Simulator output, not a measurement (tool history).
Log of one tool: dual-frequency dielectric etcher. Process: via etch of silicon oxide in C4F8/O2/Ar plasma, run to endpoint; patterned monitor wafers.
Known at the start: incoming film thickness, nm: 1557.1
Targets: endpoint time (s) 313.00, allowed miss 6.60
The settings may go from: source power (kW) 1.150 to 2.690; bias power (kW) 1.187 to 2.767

Run 1, day 0.000: source power (kW) 1.920, bias power (kW) 1.977. Result: endpoint time (s) 354.59.
Run 2, day 0.296: source power (kW) 2.090, bias power (kW) 2.021. Result: endpoint time (s) 342.77.
Run 3, day 0.342: source power (kW) 2.270, bias power (kW) 2.021. Result: endpoint time (s) 338.68.
Run 4, day 0.554: source power (kW) 2.270, bias power (kW) 1.898. Result: endpoint time (s) 339.43.
Run 5, day 0.704: source power (kW) 2.400, bias power (kW) 1.980. Result: endpoint time (s) 332.83.
Run 6, day 1.062: source power (kW) 2.270, bias power (kW) 1.980. Result: endpoint time (s) 337.77.
Run 7, day 1.150: source power (kW) 2.390, bias power (kW) 2.064. Result: endpoint time (s) 327.99.
Run 8, day 1.367: source power (kW) 2.460, bias power (kW) 2.100. Result: endpoint time (s) 326.87.
Run 9, day 1.396: source power (kW) 2.540, bias power (kW) 2.156. Result: endpoint time (s) 321.92.
Run 10, day 1.646: source power (kW) 2.590, bias power (kW) 2.192. Result: endpoint time (s) 320.30.

4 next moves are on the table. One of them brings every result within its allowed miss. Which?
Run A, day 1.896: source power (kW) 2.140, bias power (kW) 2.228. Result: endpoint time (s) ?.
Run B, day 1.896: source power (kW) 2.500, bias power (kW) 2.503. Result: endpoint time (s) ?.
Run C, day 1.896: source power (kW) 2.690, bias power (kW) 2.680. Result: endpoint time (s) ?.
Run D, day 1.896: source power (kW) 2.410, bias power (kW) 2.040. Result: endpoint time (s) ?.

move  endpoint time (s)
   A             337.34
   B             314.38
   C             302.95
   D             331.32
A: further off than the last run
B: meets every target
C: takes the result that was furthest off past its target
D: further off than the last run
Answer: B
